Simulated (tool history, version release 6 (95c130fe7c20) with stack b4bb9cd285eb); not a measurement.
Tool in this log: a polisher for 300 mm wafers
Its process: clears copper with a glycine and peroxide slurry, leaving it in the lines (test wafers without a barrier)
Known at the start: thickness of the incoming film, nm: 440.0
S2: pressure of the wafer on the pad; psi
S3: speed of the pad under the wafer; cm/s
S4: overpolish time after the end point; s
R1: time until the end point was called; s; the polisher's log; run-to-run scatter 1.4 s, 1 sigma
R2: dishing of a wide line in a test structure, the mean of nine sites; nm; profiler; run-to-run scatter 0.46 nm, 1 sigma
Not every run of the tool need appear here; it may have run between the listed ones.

Run 1, hour 0.0: flow of slurry (ml/min) 135, S2 2.3 psi, S3 96 cm/s, S4 24 s. Result: R1 96.671 s, R2 55.263 nm.
Run 2, hour 8.1: flow of slurry (ml/min) 135, S2 2.3 psi, S3 96 cm/s, S4 14 s. Result: R1 94.462 s, R2 37.018 nm.
Run 3, hour 11.0: flow of slurry (ml/min) 130, S2 2.1 psi, S3 94 cm/s, S4 15 s. Result: R1 105.190 s, R2 36.456 nm.
Run 4, hour 16.4: flow of slurry (ml/min) 130, S2 2.1 psi, S3 94 cm/s, S4 9 s. Result: R1 105.360 s, R2 22.699 nm.
Run 5, hour 20.3: flow of slurry (ml/min) 130, S2 2.1 psi, S3 94 cm/s, S4 7 s. Result: R1 104.950 s, R2 18.714 nm.
Run 6, hour 26.1: flow of slurry (ml/min) 125, S2 2.1 psi, S3 90 cm/s, S4 10 s. Result: R1 110.320 s, R2 25.317 nm.
Run 7, hour 30.1: flow of slurry (ml/min) 115, S2 2.1 psi, S3 86 cm/s, S4 11 s. Result: R1 115.040 s, R2 26.212 nm.
Run 8, hour 33.4: flow of slurry (ml/min) 110, S2 2.1 psi, S3 82 cm/s, S4 12 s. Result: R1 121.890 s, R2 27.778 nm.
Run 9, hour 34.6: flow of slurry (ml/min) 105, S2 2.1 psi, S3 80 cm/s, S4 13 s. Result: R1 124.460 s, R2 29.477 nm.

Run 10 comes next. What will it give?
Run 10, hour 41.2: flow of slurry (ml/min) 100, S2 2.1 psi, S3 78 cm/s, S4 14 s. Result: R1 ?, R2 ?.

{"run 10": {"R1": 124.92, "R2": 29.512}}
